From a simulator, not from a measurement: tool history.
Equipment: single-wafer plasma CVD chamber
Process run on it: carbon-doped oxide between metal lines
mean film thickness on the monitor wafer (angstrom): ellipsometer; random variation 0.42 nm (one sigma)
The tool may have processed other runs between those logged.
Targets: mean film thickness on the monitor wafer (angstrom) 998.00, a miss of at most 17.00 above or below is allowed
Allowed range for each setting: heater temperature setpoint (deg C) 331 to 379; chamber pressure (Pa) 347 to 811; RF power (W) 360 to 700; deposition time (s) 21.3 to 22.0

run,hour,heater temperature setpoint (deg C),chamber pressure (Pa),RF power (W),deposition time (s),mean film thickness on the monitor wafer (angstrom)
1,0.0,355,579,530,21.3,1064.30
2,4.9,351,579,530,21.3,1085.90
3,11.9,353,568,530,21.3,1084.60
4,20.5,349,568,530,21.3,1084.80
5,26.1,349,612,530,21.3,1104.00
6,26.9,352,595,530,21.3,1082.50
7,31.8,354,583,525,21.3,1066.80
8,34.8,356,573,525,21.3,1061.90
9,36.9,356,573,525,21.3,1066.10
10,45.3,357,557,520,21.3,1041.70
11,51.9,358,551,520,21.3,1032.80
12,56.9,359,547,520,21.3,1035.10
13,61.0,360,540,520,21.3,1030.60
14,63.4,361,535,520,21.3,1023.10

Pick the move, out of 4, that brings all results within their allowed miss; only one does.
A,65.8,367,491,560,21.4,?
B,65.8,358,571,490,21.3,?
C,65.8,366,543,525,22.0,?
D,65.8,362,516,525,22.0,?

move,mean film thickness on the monitor wafer (angstrom)
A,1064.20
B,998.23
C,1056.70
D,1061.50
A: the biggest miss grows against the last run
B: all results land within tolerance of their targets
C: the biggest miss grows against the last run
D: the biggest miss grows against the last run
So the answer is move B, the one that meets all the targets.
